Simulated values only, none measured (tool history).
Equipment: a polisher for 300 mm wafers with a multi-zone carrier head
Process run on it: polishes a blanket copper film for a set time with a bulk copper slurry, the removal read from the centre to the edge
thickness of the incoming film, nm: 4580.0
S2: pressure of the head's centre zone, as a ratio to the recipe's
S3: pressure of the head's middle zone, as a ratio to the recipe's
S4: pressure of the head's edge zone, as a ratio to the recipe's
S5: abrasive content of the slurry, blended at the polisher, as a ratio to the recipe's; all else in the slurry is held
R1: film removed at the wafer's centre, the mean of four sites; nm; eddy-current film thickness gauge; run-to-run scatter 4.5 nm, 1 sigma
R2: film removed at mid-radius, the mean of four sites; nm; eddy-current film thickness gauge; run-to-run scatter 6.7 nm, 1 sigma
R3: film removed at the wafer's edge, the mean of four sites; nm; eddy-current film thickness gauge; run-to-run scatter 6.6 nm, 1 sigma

Run 1, day 0.000: flow of slurry (ml/min) 315, S2 1.00, S3 1.00, S4 1.00, S5 1.00, polishing time (s) 37. Result: R1 454.39 nm, R2 414.16 nm, R3 410.49 nm.
Run 2, day 0.358: flow of slurry (ml/min) 315, S2 0.98, S3 1.00, S4 1.04, S5 1.10, polishing time (s) 38. Result: R1 472.89 nm, R2 431.73 nm, R3 442.80 nm.
Run 3, day 0.621: flow of slurry (ml/min) 315, S2 0.98, S3 0.94, S4 1.04, S5 1.10, polishing time (s) 38. Result: R1 474.62 nm, R2 411.30 nm, R3 449.34 nm.
Run 4, day 0.788: flow of slurry (ml/min) 315, S2 0.98, S3 0.99, S4 1.04, S5 1.10, polishing time (s) 38. Result: R1 477.82 nm, R2 437.82 nm, R3 434.86 nm.
Run 5, day 1.096: flow of slurry (ml/min) 285, S2 0.98, S3 0.99, S4 1.04, S5 1.10, polishing time (s) 38. Result: R1 468.30 nm, R2 439.56 nm, R3 431.38 nm.
Run 6, day 1.317: flow of slurry (ml/min) 320, S2 0.98, S3 0.99, S4 1.04, S5 1.10, polishing time (s) 38. Result: R1 473.47 nm, R2 429.83 nm, R3 440.22 nm.
Run 7, day 1.546: flow of slurry (ml/min) 330, S2 0.95, S3 0.99, S4 1.06, S5 1.20, polishing time (s) 39. Result: R1 482.99 nm, R2 455.80 nm, R3 475.68 nm.
Run 8, day 1.879: flow of slurry (ml/min) 340, S2 0.94, S3 1.00, S4 1.08, S5 1.25, polishing time (s) 39. Result: R1 475.08 nm, R2 460.32 nm, R3 483.44 nm.
Run 9, day 1.946: flow of slurry (ml/min) 345, S2 0.94, S3 1.00, S4 1.09, S5 1.30, polishing time (s) 39. Result: R1 475.74 nm, R2 457.56 nm, R3 483.03 nm.
Run 10, day 2.029: flow of slurry (ml/min) 350, S2 0.93, S3 1.00, S4 1.10, S5 1.35, polishing time (s) 39. Result: R1 477.91 nm, R2 458.01 nm, R3 491.29 nm.
Run 11, day 2.138: flow of slurry (ml/min) 355, S2 0.92, S3 1.01, S4 1.11, S5 1.40, polishing time (s) 39. Result: R1 488.82 nm, R2 477.16 nm, R3 491.07 nm.
Run 12, day 2.342: flow of slurry (ml/min) 360, S2 0.91, S3 1.01, S4 1.12, S5 1.40, polishing time (s) 39. Result: R1 476.65 nm, R2 475.14 nm, R3 489.68 nm.
Run 13, day 2.558: flow of slurry (ml/min) 365, S2 0.90, S3 1.00, S4 1.13, S5 1.40, polishing time (s) 39. Result: R1 470.83 nm, R2 462.05 nm, R3 496.11 nm.
Run 14, day 2.725: flow of slurry (ml/min) 365, S2 0.90, S3 1.00, S4 1.14, S5 1.40, polishing time (s) 39. Result: R1 466.51 nm, R2 474.35 nm, R3 501.88 nm.
Run 15, day 2.754: flow of slurry (ml/min) 365, S2 0.90, S3 1.00, S4 1.15, S5 1.40, polishing time (s) 39. Result: R1 466.28 nm, R2 468.37 nm, R3 504.64 nm.
At day 2.925: centre zone pressure recalibrated.
Run 16, day 2.925: flow of slurry (ml/min) 375, S2 0.92, S3 1.03, S4 1.19, S5 1.50, polishing time (s) 40. Result: R1 461.26 nm, R2 497.15 nm, R3 534.80 nm.
Run 17, day 3.079: flow of slurry (ml/min) 375, S2 0.92, S3 1.02, S4 1.18, S5 1.50, polishing time (s) 40. Result: R1 461.40 nm, R2 485.54 nm, R3 522.58 nm.
Run 18, day 3.221: flow of slurry (ml/min) 375, S2 0.92, S3 1.01, S4 1.17, S5 1.50, polishing time (s) 40. Result: R1 455.37 nm, R2 502.71 nm, R3 531.55 nm.
Run 19, day 3.404: flow of slurry (ml/min) 375, S2 0.91, S3 1.01, S4 1.17, S5 1.45, polishing time (s) 40. Result: R1 450.63 nm, R2 491.23 nm, R3 514.07 nm.

Estimate the outcome of run 20 from the log above:
Run 20, day 3.433: flow of slurry (ml/min) 365, S2 0.91, S3 1.01, S4 1.16, S5 1.45, polishing time (s) 40. Result: R1 ?, R2 ?, R3 ?.

{"run 20": {"R1": 455.65, "R2": 493.54, "R3": 518.52}}
